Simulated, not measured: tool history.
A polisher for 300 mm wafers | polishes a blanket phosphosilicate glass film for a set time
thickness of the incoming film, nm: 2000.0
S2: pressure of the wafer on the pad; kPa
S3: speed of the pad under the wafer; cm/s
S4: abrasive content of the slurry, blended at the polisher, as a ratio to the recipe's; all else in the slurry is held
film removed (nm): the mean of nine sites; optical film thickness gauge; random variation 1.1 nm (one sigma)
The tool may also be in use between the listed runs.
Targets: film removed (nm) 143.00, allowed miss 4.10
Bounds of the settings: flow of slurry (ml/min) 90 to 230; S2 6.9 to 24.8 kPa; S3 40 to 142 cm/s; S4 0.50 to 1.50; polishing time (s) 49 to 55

Run 1, hour 0.0: flow of slurry (ml/min) 150, S2 15.9 kPa, S3 90 cm/s, S4 1.00, polishing time (s) 55. Result: film removed (nm) 226.94.
Run 2, hour 5.8: flow of slurry (ml/min) 150, S2 15.9 kPa, S3 74 cm/s, S4 1.00, polishing time (s) 55. Result: film removed (nm) 205.32.
Run 3, hour 9.9: flow of slurry (ml/min) 120, S2 15.9 kPa, S3 74 cm/s, S4 1.00, polishing time (s) 55. Result: film removed (nm) 197.80.
Run 4, hour 18.2: flow of slurry (ml/min) 120, S2 14.5 kPa, S3 74 cm/s, S4 1.00, polishing time (s) 55. Result: film removed (nm) 181.31.
Run 5, hour 25.1: flow of slurry (ml/min) 120, S2 14.5 kPa, S3 74 cm/s, S4 1.10, polishing time (s) 55. Result: film removed (nm) 192.00.
Run 6, hour 30.2: flow of slurry (ml/min) 120, S2 13.1 kPa, S3 74 cm/s, S4 1.10, polishing time (s) 55. Result: film removed (nm) 175.24.
Run 7, hour 38.7: flow of slurry (ml/min) 120, S2 12.4 kPa, S3 74 cm/s, S4 1.10, polishing time (s) 55. Result: film removed (nm) 167.05.
Run 8, hour 44.3: flow of slurry (ml/min) 120, S2 11.7 kPa, S3 74 cm/s, S4 1.10, polishing time (s) 55. Result: film removed (nm) 160.20.
Run 9, hour 50.0: flow of slurry (ml/min) 120, S2 11.0 kPa, S3 74 cm/s, S4 1.10, polishing time (s) 55. Result: film removed (nm) 153.51.
Run 10, hour 57.5: flow of slurry (ml/min) 110, S2 9.7 kPa, S3 74 cm/s, S4 1.10, polishing time (s) 55. Result: film removed (nm) 132.61.
Run 11, hour 61.8: flow of slurry (ml/min) 120, S2 9.7 kPa, S3 74 cm/s, S4 1.10, polishing time (s) 55. Result: film removed (nm) 135.94.
Run 12, hour 63.7: flow of slurry (ml/min) 125, S2 9.7 kPa, S3 74 cm/s, S4 1.10, polishing time (s) 55. Result: film removed (nm) 137.12.
Run 13, hour 68.4: flow of slurry (ml/min) 130, S2 9.7 kPa, S3 74 cm/s, S4 1.10, polishing time (s) 55. Result: film removed (nm) 136.44.

Which of these 5 next moves meets every target?
Run A, hour 73.1: flow of slurry (ml/min) 130, S2 9.7 kPa, S3 100 cm/s, S4 1.15, polishing time (s) 53. Result: film removed (nm) ?.
Run B, hour 73.1: flow of slurry (ml/min) 125, S2 10.3 kPa, S3 70 cm/s, S4 1.15, polishing time (s) 55. Result: film removed (nm) ?.
Run C, hour 73.1: flow of slurry (ml/min) 110, S2 11.0 kPa, S3 86 cm/s, S4 1.05, polishing time (s) 55. Result: film removed (nm) ?.
Run D, hour 73.1: flow of slurry (ml/min) 150, S2 11.0 kPa, S3 78 cm/s, S4 1.10, polishing time (s) 53. Result: film removed (nm) ?.
Run E, hour 73.1: flow of slurry (ml/min) 105, S2 11.7 kPa, S3 54 cm/s, S4 1.40, polishing time (s) 55. Result: film removed (nm) ?.

move  film removed (nm)
   A             154.74
   B             143.04
   C             153.14
   D             154.99
   E             150.85
A: takes the result that was furthest off past its target
B: meets every target
C: takes the result that was furthest off past its target
D: takes the result that was furthest off past its target
E: takes the result that was furthest off past its target
The right move is B.
